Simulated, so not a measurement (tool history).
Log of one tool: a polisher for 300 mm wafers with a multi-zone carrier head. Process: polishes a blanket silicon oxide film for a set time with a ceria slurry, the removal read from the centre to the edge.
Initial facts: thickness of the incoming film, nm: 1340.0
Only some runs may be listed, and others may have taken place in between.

| run | hour | flow of slurry (ml/min) | pressure of the head's centre zone | pressure of the head's middle zone | pressure of the head's edge zone | polishing time (s) | film removed at the wafer's centre (nm) | film removed at mid-radius (nm) | film removed at the wafer's edge (nm) |
|---|---|---|---|---|---|---|---|---|---|
| 1 | 0 | 300 | 1 | 1 | 1 | 33 | 98.78 | 98.306 | 101 |
| 2 | 8 | 300 | 1.05 | 1 | 1 | 33 | 104.43 | 98.691 | 101.11 |
| 3 | 13 | 300 | 1.05 | 1 | 1.07 | 33 | 106.34 | 98.953 | 101.46 |
| 4 | 17.5 | 305 | 1.05 | 1 | 1.08 | 34 | 107.34 | 100.18 | 107.33 |
| 5 | 25.8 | 315 | 1.06 | 1.02 | 1.09 | 34 | 108.62 | 104.57 | 106.58 |
| 6 | 34.2 | 325 | 1.07 | 1.02 | 1.1 | 34 | 109.26 | 104.63 | 108.14 |
| 7 | 39.3 | 340 | 1.09 | 1.02 | 1.11 | 34 | 113.66 | 104.74 | 110.26 |
| 8 | 46.3 | 350 | 1.1 | 1.03 | 1.12 | 34 | 114.57 | 104.34 | 109.58 |
| 9 | 47.8 | 345 | 1.11 | 1.07 | 1.17 | 36 | 121.2 | 115.36 | 119.57 |

Predict the results of run 10:
| 10 | 53.9 | 340 | 1.11 | 1.07 | 1.17 | 36 | ? | ? | ? |

film removed at the wafer's centre (nm): 124.43
film removed at mid-radius (nm): 116.74
film removed at the wafer's edge (nm): 118.38
